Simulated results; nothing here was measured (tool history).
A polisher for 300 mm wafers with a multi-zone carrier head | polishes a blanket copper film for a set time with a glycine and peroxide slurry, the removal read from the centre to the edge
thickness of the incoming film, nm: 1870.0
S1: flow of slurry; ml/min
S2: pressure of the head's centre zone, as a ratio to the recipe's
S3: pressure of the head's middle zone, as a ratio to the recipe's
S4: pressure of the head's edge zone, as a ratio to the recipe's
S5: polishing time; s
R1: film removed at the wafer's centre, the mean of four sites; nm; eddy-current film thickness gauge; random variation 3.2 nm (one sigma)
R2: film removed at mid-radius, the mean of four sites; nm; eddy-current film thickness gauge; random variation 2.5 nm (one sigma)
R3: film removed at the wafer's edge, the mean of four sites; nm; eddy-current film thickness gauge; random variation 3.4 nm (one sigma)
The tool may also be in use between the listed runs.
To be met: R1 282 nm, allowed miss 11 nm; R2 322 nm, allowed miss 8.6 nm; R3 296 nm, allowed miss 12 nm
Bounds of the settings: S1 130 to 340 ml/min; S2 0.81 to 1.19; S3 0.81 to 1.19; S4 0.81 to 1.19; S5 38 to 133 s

Run 1, hour 0: S1 220 ml/min, S2 1, S3 1, S4 1, S5 85 s. Result: R1 364.33 nm, R2 366.82 nm, R3 369.35 nm.
Run 2, hour 5.8: S1 220 ml/min, S2 0.99, S3 1, S4 0.98, S5 84 s. Result: R1 361.55 nm, R2 365.8 nm, R3 368.65 nm.
Run 3, hour 11.1: S1 220 ml/min, S2 0.99, S3 1, S4 0.98, S5 70 s. Result: R1 301.7 nm, R2 302.6 nm, R3 306.91 nm.
Run 4, hour 15.3: S1 220 ml/min, S2 0.98, S3 1.01, S4 0.97, S5 70 s. Result: R1 296.48 nm, R2 309.55 nm, R3 314.81 nm.
Run 5, hour 17.4: S1 220 ml/min, S2 0.98, S3 1.02, S4 0.96, S5 69 s. Result: R1 292.25 nm, R2 307.73 nm, R3 303.59 nm.
Run 6, hour 26: S1 220 ml/min, S2 0.98, S3 1.03, S4 0.96, S5 69 s. Result: R1 297.13 nm, R2 306.12 nm, R3 301.14 nm.
Run 7, hour 29.2: S1 220 ml/min, S2 0.97, S3 1.04, S4 0.96, S5 69 s. Result: R1 286.82 nm, R2 312.18 nm, R3 302.29 nm.
Run 8, hour 32.2: S1 230 ml/min, S2 0.96, S3 1.07, S4 0.91, S5 68 s. Result: R1 288.14 nm, R2 311.25 nm, R3 284.63 nm.

Which of these 5 next moves meets every target?
Run A, hour 35.2: S1 145 ml/min, S2 0.97, S3 0.98, S4 0.95, S5 74 s. Result: R1 ?, R2 ?, R3 ?.
Run B, hour 35.2: S1 295 ml/min, S2 0.94, S3 1.08, S4 0.93, S5 67 s. Result: R1 ?, R2 ?, R3 ?.
Run C, hour 35.2: S1 290 ml/min, S2 0.91, S3 1.01, S4 0.93, S5 67 s. Result: R1 ?, R2 ?, R3 ?.
Run D, hour 35.2: S1 200 ml/min, S2 0.91, S3 1.06, S4 0.95, S5 74 s. Result: R1 ?, R2 ?, R3 ?.
Run E, hour 35.2: S1 200 ml/min, S2 0.94, S3 1.01, S4 0.97, S5 70 s. Result: R1 ?, R2 ?, R3 ?.

move      R1      R2      R3
   A   284.5  287.53   304.4
   B  283.71  316.76  296.27
   C  273.91  298.74  296.14
   D  286.68  327.46  318.34
   E   280.1  297.26  304.32
A: further off than the last run
B: meets every target
C: further off than the last run
D: brings the result that was furthest off to its target, and leaves another outside
E: further off than the last run
Move B is the one to make.

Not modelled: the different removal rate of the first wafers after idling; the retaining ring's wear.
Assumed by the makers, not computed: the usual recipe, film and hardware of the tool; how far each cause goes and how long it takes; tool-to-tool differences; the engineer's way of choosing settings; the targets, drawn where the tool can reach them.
